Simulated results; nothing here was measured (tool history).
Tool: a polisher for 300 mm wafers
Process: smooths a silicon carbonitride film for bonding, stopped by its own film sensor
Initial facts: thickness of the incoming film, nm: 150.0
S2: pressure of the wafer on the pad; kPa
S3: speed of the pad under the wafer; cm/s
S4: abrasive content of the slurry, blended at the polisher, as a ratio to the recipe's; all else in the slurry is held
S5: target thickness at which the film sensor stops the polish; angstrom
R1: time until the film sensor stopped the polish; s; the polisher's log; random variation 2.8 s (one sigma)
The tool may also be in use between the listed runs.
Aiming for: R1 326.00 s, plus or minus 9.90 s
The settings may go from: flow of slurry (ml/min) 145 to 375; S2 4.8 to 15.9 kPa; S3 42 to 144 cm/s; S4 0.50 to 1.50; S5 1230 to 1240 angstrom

{"run": 1, "day": 0.0, "flow of slurry (ml/min)": 240, "S2": 10.3, "S3": 92, "S4": 1.0, "S5": 1240, "R1": 193.15}
{"run": 2, "day": 0.242, "flow of slurry (ml/min)": 240, "S2": 9.0, "S3": 92, "S4": 1.0, "S5": 1240, "R1": 220.57}
{"run": 3, "day": 0.596, "flow of slurry (ml/min)": 200, "S2": 9.0, "S3": 92, "S4": 1.0, "S5": 1240, "R1": 227.24}
{"run": 4, "day": 0.858, "flow of slurry (ml/min)": 200, "S2": 7.6, "S3": 92, "S4": 1.0, "S5": 1240, "R1": 267.38}
{"run": 5, "day": 1.108, "flow of slurry (ml/min)": 200, "S2": 7.6, "S3": 92, "S4": 0.85, "S5": 1240, "R1": 284.08}
{"run": 6, "day": 1.262, "flow of slurry (ml/min)": 240, "S2": 7.6, "S3": 92, "S4": 0.85, "S5": 1240, "R1": 278.93}
{"run": 7, "day": 1.396, "flow of slurry (ml/min)": 235, "S2": 6.9, "S3": 92, "S4": 0.85, "S5": 1240, "R1": 308.5}
{"run": 8, "day": 1.667, "flow of slurry (ml/min)": 235, "S2": 6.9, "S3": 92, "S4": 0.85, "S5": 1240, "R1": 302.34}
{"run": 9, "day": 1.992, "flow of slurry (ml/min)": 230, "S2": 6.9, "S3": 92, "S4": 0.85, "S5": 1240, "R1": 307.2}
{"run": 10, "day": 2.271, "flow of slurry (ml/min)": 225, "S2": 6.2, "S3": 92, "S4": 0.85, "S5": 1240, "R1": 339.6}
{"run": 11, "day": 2.504, "flow of slurry (ml/min)": 225, "S2": 6.2, "S3": 92, "S4": 0.85, "S5": 1240, "R1": 342.7}
{"run": 12, "day": 2.612, "flow of slurry (ml/min)": 230, "S2": 6.2, "S3": 92, "S4": 0.85, "S5": 1240, "R1": 334.81}
{"run": 13, "day": 2.983, "flow of slurry (ml/min)": 235, "S2": 6.2, "S3": 92, "S4": 0.85, "S5": 1240, "R1": 337.22}

Of the 5 settings listed for the next run, only one would bring every result within its allowed miss of target. Which one?
{"run": "A", "day": 3.354, "flow of slurry (ml/min)": 295, "S2": 5.5, "S3": 96, "S4": 0.95, "S5": 1230, "R1": "?"}
{"run": "B", "day": 3.354, "flow of slurry (ml/min)": 280, "S2": 6.9, "S3": 82, "S4": 0.9, "S5": 1230, "R1": "?"}
{"run": "C", "day": 3.354, "flow of slurry (ml/min)": 225, "S2": 5.5, "S3": 90, "S4": 1.1, "S5": 1230, "R1": "?"}
{"run": "D", "day": 3.354, "flow of slurry (ml/min)": 235, "S2": 6.2, "S3": 88, "S4": 0.75, "S5": 1240, "R1": "?"}
{"run": "E", "day": 3.354, "flow of slurry (ml/min)": 285, "S2": 6.9, "S3": 92, "S4": 0.65, "S5": 1240, "R1": "?"}

move=A R1=354.47
move=B R1=331.06
move=C R1=359.65
move=D R1=372.67
move=E R1=343.41
A: the biggest miss grows against the last run
B: every result within its allowed miss
C: the biggest miss grows against the last run
D: the biggest miss grows against the last run
E: the biggest miss grows against the last run
Correct choice: B, which meets every target
